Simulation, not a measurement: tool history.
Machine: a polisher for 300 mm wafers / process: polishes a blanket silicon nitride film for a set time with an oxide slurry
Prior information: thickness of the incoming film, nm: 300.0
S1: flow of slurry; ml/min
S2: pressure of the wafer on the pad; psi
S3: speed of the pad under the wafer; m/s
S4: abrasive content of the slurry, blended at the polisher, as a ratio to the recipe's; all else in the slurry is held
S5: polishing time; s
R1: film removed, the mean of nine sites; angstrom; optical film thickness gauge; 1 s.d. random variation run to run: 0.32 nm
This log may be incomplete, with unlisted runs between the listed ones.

| run | hour | S1 | S2 | S3 | S4 | S5 | R1 |
|---|---|---|---|---|---|---|---|
| 1 | 0 | 270 | 2.9 | 0.92 | 1 | 122 | 564.06 |
| 2 | 4.8 | 270 | 2.7 | 0.92 | 1 | 122 | 521.66 |
| 3 | 5.5 | 270 | 2.9 | 0.92 | 1 | 122 | 566.41 |
| 4 | 12.3 | 270 | 2.7 | 0.92 | 1 | 122 | 525.77 |
| 5 | 17.6 | 325 | 2.7 | 0.92 | 1 | 122 | 543.87 |
| 6 | 18.5 | 315 | 2.5 | 0.92 | 1 | 122 | 500.01 |
| 7 | 27.6 | 310 | 2.4 | 0.92 | 1 | 122 | 482.01 |
| 8 | 36.4 | 310 | 2.4 | 0.92 | 1 | 122 | 486.96 |
| 9 | 37.1 | 305 | 1.6 | 0.9 | 1 | 122 | 318.17 |
| 10 | 43.4 | 320 | 1.6 | 0.9 | 1 | 122 | 321.71 |

The next listed run, before its measurement:
| 11 | 48.7 | 320 | 1.6 | 0.9 | 1 | 122 | ? |

{"run 11": {"R1": 322.67}}
